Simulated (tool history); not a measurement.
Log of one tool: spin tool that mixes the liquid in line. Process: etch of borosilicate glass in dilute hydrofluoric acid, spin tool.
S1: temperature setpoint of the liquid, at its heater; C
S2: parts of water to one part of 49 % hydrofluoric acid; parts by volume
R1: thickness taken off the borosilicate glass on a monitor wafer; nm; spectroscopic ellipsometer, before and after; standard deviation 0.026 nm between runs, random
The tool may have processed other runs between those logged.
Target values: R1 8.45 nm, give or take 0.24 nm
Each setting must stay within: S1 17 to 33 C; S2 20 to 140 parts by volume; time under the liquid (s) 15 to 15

Run 1, hour 0: S1 25 C, S2 75 parts by volume, time under the liquid (s) 15. Result: R1 5.8374 nm.
Run 2, hour 7.5: S1 25 C, S2 75 parts by volume, time under the liquid (s) 15. Result: R1 5.8109 nm.
Run 3, hour 13: S1 26 C, S2 75 parts by volume, time under the liquid (s) 15. Result: R1 6.0171 nm.
Run 4, hour 21.9: S1 27.5 C, S2 75 parts by volume, time under the liquid (s) 15. Result: R1 6.4052 nm.
Run 5, hour 28.7: S1 30 C, S2 75 parts by volume, time under the liquid (s) 15. Result: R1 7.0826 nm.
Run 6, hour 32.6: S1 30.5 C, S2 75 parts by volume, time under the liquid (s) 15. Result: R1 7.1658 nm.
Run 7, hour 34.8: S1 31 C, S2 75 parts by volume, time under the liquid (s) 15. Result: R1 7.3286 nm.
Run 8, hour 35.6: S1 31.5 C, S2 75 parts by volume, time under the liquid (s) 15. Result: R1 7.4943 nm.

Next run, 5 choices. One meets every target within its allowed miss, the rest don't. Which?
Run A, hour 36.4: S1 32 C, S2 65 parts by volume, time under the liquid (s) 15. Result: R1 ?.
Run B, hour 36.4: S1 33 C, S2 65 parts by volume, time under the liquid (s) 15. Result: R1 ?.
Run C, hour 36.4: S1 30.5 C, S2 60 parts by volume, time under the liquid (s) 15. Result: R1 ?.
Run D, hour 36.4: S1 32.5 C, S2 70 parts by volume, time under the liquid (s) 15. Result: R1 ?.
Run E, hour 36.4: S1 29.5 C, S2 60 parts by volume, time under the liquid (s) 15. Result: R1 ?.

move      R1
   A  8.9467
   B  9.2921
   C  9.2213
   D     8.4
   E  8.8697
A: carries the result that was furthest off beyond its target, to the other side
B: carries the result that was furthest off beyond its target, to the other side
C: carries the result that was furthest off beyond its target, to the other side
D: all results in spec
E: carries the result that was furthest off beyond its target, to the other side
Move D is the one to make.

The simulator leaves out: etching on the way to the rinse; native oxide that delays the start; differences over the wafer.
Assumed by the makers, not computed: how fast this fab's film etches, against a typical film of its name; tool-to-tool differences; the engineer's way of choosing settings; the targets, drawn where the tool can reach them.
